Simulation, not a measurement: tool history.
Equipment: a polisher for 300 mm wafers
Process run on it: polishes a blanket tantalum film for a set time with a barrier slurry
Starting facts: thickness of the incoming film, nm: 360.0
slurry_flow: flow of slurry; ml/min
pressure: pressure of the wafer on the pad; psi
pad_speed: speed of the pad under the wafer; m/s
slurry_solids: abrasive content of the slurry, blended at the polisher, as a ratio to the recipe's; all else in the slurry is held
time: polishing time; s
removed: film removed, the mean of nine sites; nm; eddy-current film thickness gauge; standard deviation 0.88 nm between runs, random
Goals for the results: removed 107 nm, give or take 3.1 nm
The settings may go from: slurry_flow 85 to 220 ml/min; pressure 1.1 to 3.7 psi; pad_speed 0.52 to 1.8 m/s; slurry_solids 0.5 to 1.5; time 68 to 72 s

| run | hour | slurry_flow | pressure | pad_speed | slurry_solids | time | removed |
|---|---|---|---|---|---|---|---|
| 1 | 0 | 140 | 2.4 | 1.16 | 1 | 68 | 148.56 |
| 2 | 7.7 | 140 | 2.4 | 1.16 | 1 | 72 | 154.81 |
| 3 | 14.5 | 155 | 2.4 | 1.16 | 1 | 72 | 160.95 |
| 4 | 23.4 | 180 | 2.4 | 1.16 | 1 | 72 | 160.8 |
|  | 28.9 | worn pad replaced by a new one |
| 5 | 28.9 | 180 | 2.2 | 1.16 | 1 | 72 | 161.82 |
| 6 | 32 | 170 | 2 | 1.14 | 1 | 72 | 145.06 |
| 7 | 34.1 | 165 | 1.9 | 1.14 | 1 | 72 | 138.65 |
| 8 | 39.3 | 160 | 1.8 | 1.14 | 1 | 72 | 129.71 |
| 9 | 40.5 | 150 | 1.8 | 1.14 | 1 | 72 | 127.91 |
| 10 | 43.2 | 145 | 1.8 | 1.14 | 1 | 72 | 126.46 |
| 11 | 47.3 | 140 | 1.8 | 1.14 | 1 | 72 | 126.33 |
| 12 | 55.3 | 135 | 1.8 | 1.14 | 1 | 72 | 125.5 |
| 13 | 63 | 130 | 1.8 | 1.14 | 1 | 72 | 124.27 |
| 14 | 64.4 | 125 | 1.8 | 1.14 | 1 | 72 | 124.45 |
| 15 | 69 | 120 | 1.7 | 1.14 | 1 | 72 | 114.99 |
| 16 | 75.7 | 115 | 1.7 | 1.14 | 1 | 72 | 115.81 |
| 17 | 81.8 | 110 | 1.7 | 1.14 | 1 | 72 | 114.65 |
| 18 | 85.4 | 105 | 1.7 | 1.14 | 1 | 72 | 112.33 |
| 19 | 86.3 | 105 | 1.7 | 1.14 | 1 | 72 | 112.18 |

Exercise: of the 4 proposed moves below, exactly one satisfies all targets within the stated allowed misses. Which move is it?
| A | 87.2 | 105 | 1.7 | 1.12 | 1.15 | 68 | ? |
| B | 87.2 | 145 | 1.6 | 1.08 | 0.85 | 71 | ? |
| C | 87.2 | 160 | 1.8 | 1.06 | 1.1 | 68 | ? |
| D | 87.2 | 100 | 1.6 | 1.18 | 1.05 | 68 | ? |

| move | removed |
|---|---|
| A | 107.19 |
| B | 100.79 |
| C | 116.53 |
| D | 102.4 |
A: each result inside its tolerance
B: takes the biggest miss from the last run beyond its target
C: its largest miss is bigger than the last run's
D: takes the biggest miss from the last run beyond its target
A meets every target.

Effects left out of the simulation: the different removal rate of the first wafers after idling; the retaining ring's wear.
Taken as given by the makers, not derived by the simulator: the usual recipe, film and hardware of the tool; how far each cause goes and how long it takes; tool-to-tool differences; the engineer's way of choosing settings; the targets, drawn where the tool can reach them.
